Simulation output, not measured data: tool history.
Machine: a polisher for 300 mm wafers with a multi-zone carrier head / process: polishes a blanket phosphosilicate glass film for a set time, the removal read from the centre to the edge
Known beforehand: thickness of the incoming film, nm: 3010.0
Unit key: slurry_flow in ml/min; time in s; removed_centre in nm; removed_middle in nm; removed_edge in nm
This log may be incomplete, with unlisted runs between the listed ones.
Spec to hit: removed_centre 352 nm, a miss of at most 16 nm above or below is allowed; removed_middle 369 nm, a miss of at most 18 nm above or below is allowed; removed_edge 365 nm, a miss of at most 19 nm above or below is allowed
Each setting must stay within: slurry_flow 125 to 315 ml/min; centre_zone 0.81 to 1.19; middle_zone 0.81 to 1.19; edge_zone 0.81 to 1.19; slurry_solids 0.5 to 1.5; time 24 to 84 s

run 1 day=0 | slurry_flow=205 centre_zone=1 middle_zone=1 edge_zone=1 slurry_solids=1 time=54 | removed_centre=489.46 removed_middle=486.77 removed_edge=491.27
run 2 day=0.112 | slurry_flow=205 centre_zone=0.98 middle_zone=0.99 edge_zone=0.98 slurry_solids=0.85 time=53 | removed_centre=447.87 removed_middle=447.05 removed_edge=451.75
run 3 day=0.375 | slurry_flow=250 centre_zone=0.98 middle_zone=0.99 edge_zone=0.98 slurry_solids=0.85 time=53 | removed_centre=450.77 removed_middle=463.25 removed_edge=466.19
run 4 day=0.617 | slurry_flow=240 centre_zone=0.96 middle_zone=0.98 edge_zone=0.95 slurry_solids=0.75 time=52 | removed_centre=421.39 removed_middle=418.34 removed_edge=411.14
run 5 day=0.829 | slurry_flow=240 centre_zone=0.96 middle_zone=0.98 edge_zone=0.95 slurry_solids=0.75 time=60 | removed_centre=473.81 removed_middle=490.58 removed_edge=496.72
run 6 day=0.975 | slurry_flow=235 centre_zone=0.93 middle_zone=0.97 edge_zone=0.92 slurry_solids=0.65 time=58 | removed_centre=432.44 removed_middle=429.89 removed_edge=433.14
run 7 day=1.158 | slurry_flow=230 centre_zone=0.9 middle_zone=0.97 edge_zone=0.91 slurry_solids=0.6 time=57 | removed_centre=385.94 removed_middle=402.79 removed_edge=409.07
run 8 day=1.529 | slurry_flow=220 centre_zone=0.89 middle_zone=0.97 edge_zone=0.88 slurry_solids=0.6 time=57 | removed_centre=393.05 removed_middle=409.64 removed_edge=403.68
run 9 day=1.6 | slurry_flow=220 centre_zone=0.87 middle_zone=0.96 edge_zone=0.87 slurry_solids=0.55 time=57 | removed_centre=356.59 removed_middle=390.8 removed_edge=390.64

Next run, 4 choices. One meets every target within its allowed miss, the rest don't. Which?
run A day=1.671 | slurry_flow=290 centre_zone=0.84 middle_zone=0.91 edge_zone=0.81 slurry_solids=0.5 time=58 | removed_centre=? removed_middle=? removed_edge=?
run B day=1.671 | slurry_flow=240 centre_zone=1.02 middle_zone=0.86 edge_zone=0.87 slurry_solids=0.5 time=57 | removed_centre=? removed_middle=? removed_edge=?
run C day=1.671 | slurry_flow=210 centre_zone=0.96 middle_zone=0.82 edge_zone=0.97 slurry_solids=0.5 time=59 | removed_centre=? removed_middle=? removed_edge=?
run D day=1.671 | slurry_flow=195 centre_zone=0.81 middle_zone=1.01 edge_zone=0.92 slurry_solids=0.7 time=54 | removed_centre=? removed_middle=? removed_edge=?

move=A removed_centre=356.44 removed_middle=364.3 removed_edge=366.94
move=B removed_centre=400.04 removed_middle=336.07 removed_edge=368.12
move=C removed_centre=389.56 removed_middle=330.68 removed_edge=397.48
move=D removed_centre=360.89 removed_middle=415.03 removed_edge=408.62
A: each result inside its tolerance
B: meets the target for the result that was furthest off, but another lies outside its allowed miss
C: further off than the last run
D: further off than the last run
So the answer is move A, the one that meets all the targets.
